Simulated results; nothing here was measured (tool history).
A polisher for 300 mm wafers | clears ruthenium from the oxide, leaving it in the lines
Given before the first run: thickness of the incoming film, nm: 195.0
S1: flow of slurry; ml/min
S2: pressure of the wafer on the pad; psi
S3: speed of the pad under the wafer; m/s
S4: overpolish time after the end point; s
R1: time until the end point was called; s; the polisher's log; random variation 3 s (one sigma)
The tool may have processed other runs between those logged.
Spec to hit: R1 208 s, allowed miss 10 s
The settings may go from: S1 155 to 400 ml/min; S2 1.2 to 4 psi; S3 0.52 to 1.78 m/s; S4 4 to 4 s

run,hour,S1,S2,S3,S4,R1
1,0,255,2.6,1.14,4,121.52
2,2.8,300,2.6,1.14,4,119.7
3,9.5,300,2.6,1.14,4,120.53
4,12.8,300,2.6,0.96,4,134.53
5,13.9,300,2.6,0.96,4,132.06
6,16.9,300,2.6,0.72,4,159.54
7,24.2,300,2.5,0.72,4,167.65
8,32,300,2.4,0.72,4,177.48
9,34.1,300,2.3,0.72,4,182.3
10,38.8,300,2.2,0.72,4,189.84

Which of these 5 next moves meets every target?
A,43.5,305,2.2,0.52,4,?
B,43.5,360,2.1,0.52,4,?
C,43.5,240,2,0.74,4,?
D,43.5,260,1.7,0.76,4,?
E,43.5,240,1.5,0.88,4,?

move,R1
A,234.94
B,243.11
C,214.76
D,245.5
E,253.67
A: takes the result that was furthest off past its target
B: takes the result that was furthest off past its target
C: every result lands within tolerance
D: takes the result that was furthest off past its target
E: takes the result that was furthest off past its target
The move that meets every target is C.

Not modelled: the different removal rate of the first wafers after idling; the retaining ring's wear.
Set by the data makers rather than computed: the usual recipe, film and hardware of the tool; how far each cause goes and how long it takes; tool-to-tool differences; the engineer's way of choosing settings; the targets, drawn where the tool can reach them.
